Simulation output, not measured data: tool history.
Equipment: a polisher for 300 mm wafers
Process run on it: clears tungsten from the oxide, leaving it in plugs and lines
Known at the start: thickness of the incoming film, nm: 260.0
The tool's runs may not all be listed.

run  hour  flow of slurry (ml/min)  pressure of the wafer on the pad (kPa)  speed of the pad under the wafer (cm/s)  abrasive content of the slurry  overpolish time after the end point (s)  time until the end point was called (s)
  1     0                      290                                    18.6                                      102                               1                                       38                                   64.571
  2   5.9                      290                                    20.7                                      108                               1                                       38                                   57.542
  3  11.2                      290                                    24.8                                      108                               1                                       38                                   47.768
  4  18.6                      290                                    25.5                                      114                               1                                       38                                   44.258
  5  20.7                      335                                    25.5                                      114                               1                                       38                                   44.514
  6  22.9                      335                                    26.2                                      120                               1                                       38                                   39.381
  7  28.4                      335                                    26.2                                      120                               1                                       38                                   39.321
  8  36.3                      335                                    26.9                                      124                               1                                       38                                   37.878

Run 9 has not been measured yet. What should we expect?
  9  39.6                      335                                    26.9                                      128                               1                                       38                                        ?

time until the end point was called (s): 37.377

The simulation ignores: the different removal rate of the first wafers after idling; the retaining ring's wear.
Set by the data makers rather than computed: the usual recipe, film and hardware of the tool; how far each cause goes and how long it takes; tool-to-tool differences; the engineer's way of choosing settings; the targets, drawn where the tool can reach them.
